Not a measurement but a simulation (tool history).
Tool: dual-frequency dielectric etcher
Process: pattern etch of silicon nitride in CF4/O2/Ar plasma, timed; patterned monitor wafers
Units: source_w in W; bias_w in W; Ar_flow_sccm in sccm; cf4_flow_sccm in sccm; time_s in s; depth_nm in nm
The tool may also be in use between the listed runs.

{"run": 1, "hour": 0.0, "source_w": 650, "bias_w": 57, "Ar_flow_sccm": 79, "cf4_flow_sccm": 85, "time_s": 62.5, "depth_nm": 150.96}
{"run": 2, "hour": 1.4, "source_w": 630, "bias_w": 57, "Ar_flow_sccm": 79, "cf4_flow_sccm": 85, "time_s": 62.5, "depth_nm": 147.33}
{"run": 3, "hour": 3.3, "source_w": 620, "bias_w": 57, "Ar_flow_sccm": 79, "cf4_flow_sccm": 85, "time_s": 62.5, "depth_nm": 145.83}
{"run": 4, "hour": 10.0, "source_w": 620, "bias_w": 52, "Ar_flow_sccm": 79, "cf4_flow_sccm": 85, "time_s": 62.5, "depth_nm": 140.4}
{"run": 5, "hour": 14.3, "source_w": 620, "bias_w": 59, "Ar_flow_sccm": 79, "cf4_flow_sccm": 85, "time_s": 62.5, "depth_nm": 149.06}
{"run": 6, "hour": 17.5, "source_w": 710, "bias_w": 59, "Ar_flow_sccm": 79, "cf4_flow_sccm": 85, "time_s": 62.5, "depth_nm": 162.06}
{"run": 7, "hour": 19.8, "source_w": 680, "bias_w": 59, "Ar_flow_sccm": 79, "cf4_flow_sccm": 85, "time_s": 62.5, "depth_nm": 158.62}
{"run": 8, "hour": 24.4, "source_w": 660, "bias_w": 59, "Ar_flow_sccm": 79, "cf4_flow_sccm": 85, "time_s": 62.5, "depth_nm": 153.25}
{"run": 9, "hour": 30.1, "source_w": 640, "bias_w": 59, "Ar_flow_sccm": 79, "cf4_flow_sccm": 85, "time_s": 62.5, "depth_nm": 151.46}
{"run": 10, "hour": 34.9, "source_w": 620, "bias_w": 59, "Ar_flow_sccm": 79, "cf4_flow_sccm": 85, "time_s": 62.5, "depth_nm": 149.04}
{"run": 11, "hour": 39.0, "source_w": 600, "bias_w": 59, "Ar_flow_sccm": 79, "cf4_flow_sccm": 85, "time_s": 62.5, "depth_nm": 143.98}

Run 12 comes next. What will it give?
{"run": 12, "hour": 42.2, "source_w": 590, "bias_w": 59, "Ar_flow_sccm": 79, "cf4_flow_sccm": 85, "time_s": 62.5, "depth_nm": "?"}

Run 12 gave depth_nm 143.2 nm.

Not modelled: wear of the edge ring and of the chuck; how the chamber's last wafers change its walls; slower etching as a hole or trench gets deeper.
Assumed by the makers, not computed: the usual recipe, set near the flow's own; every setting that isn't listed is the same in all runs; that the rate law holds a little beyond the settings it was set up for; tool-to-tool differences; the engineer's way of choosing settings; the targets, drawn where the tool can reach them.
